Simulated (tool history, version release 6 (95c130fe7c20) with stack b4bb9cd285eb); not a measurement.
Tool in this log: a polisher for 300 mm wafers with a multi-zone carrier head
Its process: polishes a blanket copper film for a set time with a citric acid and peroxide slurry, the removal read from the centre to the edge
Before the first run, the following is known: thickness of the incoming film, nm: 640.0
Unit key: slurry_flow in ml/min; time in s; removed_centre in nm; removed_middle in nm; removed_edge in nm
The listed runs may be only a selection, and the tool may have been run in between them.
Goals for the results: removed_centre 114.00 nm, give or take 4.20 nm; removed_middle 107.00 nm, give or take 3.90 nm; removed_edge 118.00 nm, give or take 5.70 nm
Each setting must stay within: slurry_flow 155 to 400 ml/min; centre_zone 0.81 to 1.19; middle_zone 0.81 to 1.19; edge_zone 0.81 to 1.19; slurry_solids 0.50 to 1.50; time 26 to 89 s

run 1 hour=0.0 | slurry_flow=255 centre_zone=1.00 middle_zone=1.00 edge_zone=1.00 slurry_solids=1.00 time=57 | removed_centre=161.81 removed_middle=157.59 removed_edge=159.73
run 2 hour=1.5 | slurry_flow=250 centre_zone=0.98 middle_zone=0.96 edge_zone=0.97 slurry_solids=0.85 time=54 | removed_centre=145.84 removed_middle=137.75 removed_edge=144.90
run 3 hour=3.2 | slurry_flow=245 centre_zone=0.96 middle_zone=0.94 edge_zone=0.94 slurry_solids=0.75 time=52 | removed_centre=134.63 removed_middle=130.29 removed_edge=139.40
run 4 hour=5.1 | slurry_flow=245 centre_zone=0.96 middle_zone=0.93 edge_zone=0.93 slurry_solids=0.70 time=50 | removed_centre=128.84 removed_middle=122.27 removed_edge=129.56
run 5 hour=8.7 | slurry_flow=245 centre_zone=0.96 middle_zone=0.93 edge_zone=1.00 slurry_solids=0.70 time=50 | removed_centre=128.78 removed_middle=123.63 removed_edge=133.59
run 6 hour=17.1 | slurry_flow=245 centre_zone=0.96 middle_zone=0.92 edge_zone=0.99 slurry_solids=0.65 time=49 | removed_centre=125.98 removed_middle=117.42 removed_edge=125.39
run 7 hour=25.1 | slurry_flow=240 centre_zone=0.95 middle_zone=0.91 edge_zone=0.99 slurry_solids=0.60 time=49 | removed_centre=121.54 removed_middle=114.92 removed_edge=129.39
run 8 hour=33.8 | slurry_flow=245 centre_zone=0.95 middle_zone=0.91 edge_zone=0.98 slurry_solids=0.55 time=48 | removed_centre=119.20 removed_middle=111.29 removed_edge=121.62

Pick the move, out of 4, that brings all results within their allowed miss; only one does.
run A hour=42.5 | slurry_flow=220 centre_zone=0.82 middle_zone=0.93 edge_zone=1.05 slurry_solids=0.55 time=50 | removed_centre=? removed_middle=? removed_edge=?
run B hour=42.5 | slurry_flow=215 centre_zone=0.97 middle_zone=0.93 edge_zone=1.01 slurry_solids=0.50 time=46 | removed_centre=? removed_middle=? removed_edge=?
run C hour=42.5 | slurry_flow=200 centre_zone=0.81 middle_zone=0.96 edge_zone=1.03 slurry_solids=0.55 time=49 | removed_centre=? removed_middle=? removed_edge=?
run D hour=42.5 | slurry_flow=165 centre_zone=0.88 middle_zone=0.81 edge_zone=1.00 slurry_solids=0.60 time=52 | removed_centre=? removed_middle=? removed_edge=?

move=A removed_centre=106.70 removed_middle=118.74 removed_edge=132.40
move=B removed_centre=114.78 removed_middle=107.78 removed_edge=118.08
move=C removed_centre=102.03 removed_middle=118.18 removed_edge=127.42
move=D removed_centre=115.49 removed_middle=107.31 removed_edge=132.42
A: the result that was furthest off in the last run now lies on the other side of its target
B: every result within its allowed miss
C: the result that was furthest off in the last run now lies on the other side of its target
D: meets the target for the result that was furthest off, but another lies outside its allowed miss
The right move is B.

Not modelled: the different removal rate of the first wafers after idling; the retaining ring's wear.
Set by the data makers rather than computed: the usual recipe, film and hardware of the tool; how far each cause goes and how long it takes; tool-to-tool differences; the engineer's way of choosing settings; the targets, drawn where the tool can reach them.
